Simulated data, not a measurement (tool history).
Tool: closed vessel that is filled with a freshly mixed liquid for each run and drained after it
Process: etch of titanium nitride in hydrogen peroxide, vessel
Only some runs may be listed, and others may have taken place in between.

| run | hour | temperature setpoint of the liquid (°C) | concentration of hydrogen peroxide in the mixed liquid (% by weight) | time in the liquid (s) | thickness taken off the titanium nitride on a monitor wafer (angstrom) |
|---|---|---|---|---|---|
| 1 | 0.0 | 47.0 | 15.5 | 1550 | 497.39 |
| 2 | 9.6 | 47.0 | 15.5 | 1550 | 499.52 |
| 3 | 14.7 | 47.0 | 14.0 | 1550 | 499.13 |
| 4 | 24.1 | 46.5 | 14.0 | 1550 | 473.85 |
| 5 | 26.5 | 46.5 | 15.5 | 1550 | 485.33 |
| 6 | 32.8 | 46.5 | 15.5 | 1660 | 520.71 |

Predict the results of run 7:
| 7 | 36.0 | 46.0 | 15.5 | 1660 | ? |

thickness taken off the titanium nitride on a monitor wafer (angstrom): 503.15
